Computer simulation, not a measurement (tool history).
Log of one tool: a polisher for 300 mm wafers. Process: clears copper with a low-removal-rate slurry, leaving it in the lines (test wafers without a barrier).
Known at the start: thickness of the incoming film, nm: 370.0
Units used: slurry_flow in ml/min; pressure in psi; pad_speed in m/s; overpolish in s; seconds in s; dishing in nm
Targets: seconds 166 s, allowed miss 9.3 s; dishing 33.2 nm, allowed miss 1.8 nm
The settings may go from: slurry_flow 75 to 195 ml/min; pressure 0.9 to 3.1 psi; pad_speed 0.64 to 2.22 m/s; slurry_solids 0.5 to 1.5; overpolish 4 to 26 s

Run 1, hour 0: slurry_flow 125 ml/min, pressure 2 psi, pad_speed 1.42 m/s, slurry_solids 1, overpolish 13 s. Result: seconds 138.12 s, dishing 23.177 nm.
Run 2, hour 6.3: slurry_flow 120 ml/min, pressure 1.9 psi, pad_speed 1.42 m/s, slurry_solids 1, overpolish 16 s. Result: seconds 147 s, dishing 27.042 nm.
Run 3, hour 8.3: slurry_flow 120 ml/min, pressure 1.9 psi, pad_speed 1.42 m/s, slurry_solids 1.15, overpolish 16 s. Result: seconds 144.13 s, dishing 28.132 nm.
Run 4, hour 15: slurry_flow 120 ml/min, pressure 1.9 psi, pad_speed 1.62 m/s, slurry_solids 1.15, overpolish 16 s. Result: seconds 129.09 s, dishing 30.489 nm.
Run 5, hour 23.9: slurry_flow 120 ml/min, pressure 1.9 psi, pad_speed 1.62 m/s, slurry_solids 0.95, overpolish 16 s. Result: seconds 131.84 s, dishing 28.301 nm.
Run 6, hour 27.8: slurry_flow 140 ml/min, pressure 1.9 psi, pad_speed 1.62 m/s, slurry_solids 0.95, overpolish 16 s. Result: seconds 130.18 s, dishing 29.628 nm.
Run 7, hour 29.8: slurry_flow 140 ml/min, pressure 1.9 psi, pad_speed 1.62 m/s, slurry_solids 0.95, overpolish 16 s. Result: seconds 131.11 s, dishing 29.405 nm.
Run 8, hour 31.7: slurry_flow 140 ml/min, pressure 1.9 psi, pad_speed 1.62 m/s, slurry_solids 0.95, overpolish 16 s. Result: seconds 130.33 s, dishing 29.671 nm.
Run 9, hour 38.7: slurry_flow 140 ml/min, pressure 1.8 psi, pad_speed 1.6 m/s, slurry_solids 1, overpolish 18 s. Result: seconds 140.68 s, dishing 32.531 nm.
Run 10, hour 43.6: slurry_flow 140 ml/min, pressure 1.7 psi, pad_speed 1.58 m/s, slurry_solids 1, overpolish 19 s. Result: seconds 148.69 s, dishing 30.875 nm.
Run 11, hour 47: slurry_flow 140 ml/min, pressure 1.7 psi, pad_speed 1.56 m/s, slurry_solids 1.05, overpolish 20 s. Result: seconds 145.2 s, dishing 32.978 nm.
Run 12, hour 53.4: slurry_flow 140 ml/min, pressure 1.6 psi, pad_speed 1.54 m/s, slurry_solids 1.05, overpolish 21 s. Result: seconds 153.91 s, dishing 32.185 nm.

Below are 4 possible settings for the next run. Only one of them brings all results inside the allowed miss of their targets. Which is it?
Run A, hour 59.8: slurry_flow 120 ml/min, pressure 1.7 psi, pad_speed 1.88 m/s, slurry_solids 1.1, overpolish 18 s. Result: seconds ?, dishing ?.
Run B, hour 59.8: slurry_flow 160 ml/min, pressure 1.6 psi, pad_speed 1.28 m/s, slurry_solids 1.2, overpolish 24 s. Result: seconds ?, dishing ?.
Run C, hour 59.8: slurry_flow 175 ml/min, pressure 1.9 psi, pad_speed 1.28 m/s, slurry_solids 1.05, overpolish 18 s. Result: seconds ?, dishing ?.
Run D, hour 59.8: slurry_flow 120 ml/min, pressure 1.3 psi, pad_speed 1.66 m/s, slurry_solids 1.15, overpolish 26 s. Result: seconds ?, dishing ?.

move  seconds  dishing
   A    131.1   31.709
   B   166.91    32.81
   C   143.09   29.648
   D   183.41   31.929
A: further off than the last run
B: meets every target
C: further off than the last run
D: takes the result that was furthest off past its target
Answer: B
